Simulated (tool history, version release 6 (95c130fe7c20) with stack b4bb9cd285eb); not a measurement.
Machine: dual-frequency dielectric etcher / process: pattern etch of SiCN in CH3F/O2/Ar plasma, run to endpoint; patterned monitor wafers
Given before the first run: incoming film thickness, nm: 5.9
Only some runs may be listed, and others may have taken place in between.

Run 1, day 0.000: source power (kW) 0.320, bias power (kW) 0.095. Result: endpoint time (s) 15.064.
Run 2, day 0.267: source power (kW) 0.360, bias power (kW) 0.095. Result: endpoint time (s) 14.282.
Run 3, day 0.362: source power (kW) 0.360, bias power (kW) 0.089. Result: endpoint time (s) 14.607.
Run 4, day 0.567: source power (kW) 0.360, bias power (kW) 0.102. Result: endpoint time (s) 13.857.
Run 5, day 0.908: source power (kW) 0.360, bias power (kW) 0.118. Result: endpoint time (s) 13.102.
Run 6, day 1.238: source power (kW) 0.320, bias power (kW) 0.115. Result: endpoint time (s) 14.052.
Run 7, day 1.583: source power (kW) 0.290, bias power (kW) 0.114. Result: endpoint time (s) 14.652.
Run 8, day 1.683: source power (kW) 0.270, bias power (kW) 0.113. Result: endpoint time (s) 15.311.

For run 9, what comes out?
Run 9, day 1.896: source power (kW) 0.260, bias power (kW) 0.113. Result: endpoint time (s) ?.

{"run 9": {"endpoint time (s)": 15.621}}

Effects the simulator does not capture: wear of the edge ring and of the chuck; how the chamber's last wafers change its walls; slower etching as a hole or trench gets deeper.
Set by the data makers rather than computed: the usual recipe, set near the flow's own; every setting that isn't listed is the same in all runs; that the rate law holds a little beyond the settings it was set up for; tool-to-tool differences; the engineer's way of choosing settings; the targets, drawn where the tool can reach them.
